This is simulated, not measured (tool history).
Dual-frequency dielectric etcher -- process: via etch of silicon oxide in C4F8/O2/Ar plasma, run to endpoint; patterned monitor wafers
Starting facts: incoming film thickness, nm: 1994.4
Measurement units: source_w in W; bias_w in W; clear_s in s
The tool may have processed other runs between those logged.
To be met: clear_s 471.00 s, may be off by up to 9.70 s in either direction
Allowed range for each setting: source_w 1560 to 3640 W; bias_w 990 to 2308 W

run 1 hour=0.0 | source_w=2600 bias_w=1649 | clear_s=359.72
run 2 hour=7.6 | source_w=2430 bias_w=1649 | clear_s=379.31
run 3 hour=10.8 | source_w=2430 bias_w=1808 | clear_s=369.66
run 4 hour=12.8 | source_w=2140 bias_w=1671 | clear_s=409.99
run 5 hour=20.2 | source_w=1980 bias_w=1657 | clear_s=441.77
run 6 hour=27.1 | source_w=1980 bias_w=1791 | clear_s=428.64
run 7 hour=28.6 | source_w=1560 bias_w=1604 | clear_s=547.53
run 8 hour=37.7 | source_w=1680 bias_w=1608 | clear_s=510.79
run 9 hour=39.8 | source_w=1750 bias_w=1611 | clear_s=490.01
run 10 hour=42.2 | source_w=1780 bias_w=1613 | clear_s=482.38

Which of these 4 next moves meets every target?
run A hour=44.6 | source_w=1900 bias_w=1659 | clear_s=?
run B hour=44.6 | source_w=1770 bias_w=1793 | clear_s=?
run C hour=44.6 | source_w=1770 bias_w=1625 | clear_s=?
run D hour=44.6 | source_w=1740 bias_w=1522 | clear_s=?

move=A clear_s=458.58
move=B clear_s=478.22
move=C clear_s=489.71
move=D clear_s=505.03
A: pushes the last run's worst result past its target
B: hits every target within its allowed miss
C: misses by more than the last run did
D: misses by more than the last run did
Correct choice: B, which meets every target
